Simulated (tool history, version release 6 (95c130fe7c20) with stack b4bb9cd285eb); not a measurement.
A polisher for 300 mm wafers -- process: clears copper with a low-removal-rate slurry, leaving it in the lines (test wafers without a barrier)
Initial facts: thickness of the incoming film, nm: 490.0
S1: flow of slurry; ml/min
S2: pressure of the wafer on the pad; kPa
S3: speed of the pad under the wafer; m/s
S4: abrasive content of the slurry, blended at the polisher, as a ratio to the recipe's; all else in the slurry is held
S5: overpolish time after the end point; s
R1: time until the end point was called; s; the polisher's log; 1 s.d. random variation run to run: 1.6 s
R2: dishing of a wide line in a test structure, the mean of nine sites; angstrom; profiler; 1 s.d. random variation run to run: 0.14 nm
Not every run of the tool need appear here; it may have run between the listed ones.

run	hour	S1	S2	S3	S4	S5	R1	R2
1	0.0	220	22.1	1.06	1.0	9	160.38	233.65
2	8.5	220	22.1	0.80	1.0	9	207.52	190.43
3	14.7	220	22.1	0.64	1.0	9	253.14	153.32
4	22.5	220	22.1	0.64	1.0	11	257.70	185.58
5	27.5	230	23.4	0.64	1.0	9	238.43	166.34
6	34.7	230	24.8	0.64	1.0	8	228.04	155.08
7	35.3	235	26.2	0.64	1.0	7	217.46	144.21

What does the tool deliver on the next run?
8	40.5	235	27.6	0.64	1.0	7	?	?

R1: 202.59 s
R2: 151.63 angstrom
